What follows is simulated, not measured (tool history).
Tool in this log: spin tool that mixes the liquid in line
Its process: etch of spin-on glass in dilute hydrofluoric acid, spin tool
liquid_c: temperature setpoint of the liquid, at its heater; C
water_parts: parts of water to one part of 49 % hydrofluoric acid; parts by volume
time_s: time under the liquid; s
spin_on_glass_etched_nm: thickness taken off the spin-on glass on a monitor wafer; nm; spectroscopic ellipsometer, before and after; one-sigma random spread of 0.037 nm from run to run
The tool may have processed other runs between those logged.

run 1 hour=0 | liquid_c=20 water_parts=100 time_s=50 | spin_on_glass_etched_nm=14.334
run 2 hour=0.9 | liquid_c=17.5 water_parts=100 time_s=50 | spin_on_glass_etched_nm=12.869
run 3 hour=8.2 | liquid_c=17.5 water_parts=75 time_s=50 | spin_on_glass_etched_nm=17.651
run 4 hour=15.6 | liquid_c=17.5 water_parts=80 time_s=50 | spin_on_glass_etched_nm=16.458
-- hour=23.3 hydrofluoric acid flow meter replaced
run 5 hour=23.3 | liquid_c=17.5 water_parts=80 time_s=55 | spin_on_glass_etched_nm=16.918
run 6 hour=26.9 | liquid_c=17.5 water_parts=85 time_s=55 | spin_on_glass_etched_nm=15.874
run 7 hour=35.1 | liquid_c=17.5 water_parts=90 time_s=55 | spin_on_glass_etched_nm=14.82

Run 8 is up next; what results do you expect?
run 8 hour=38.3 | liquid_c=17.5 water_parts=95 time_s=55 | spin_on_glass_etched_nm=?

Run 8 yielded spin_on_glass_etched_nm 14.035 nm.
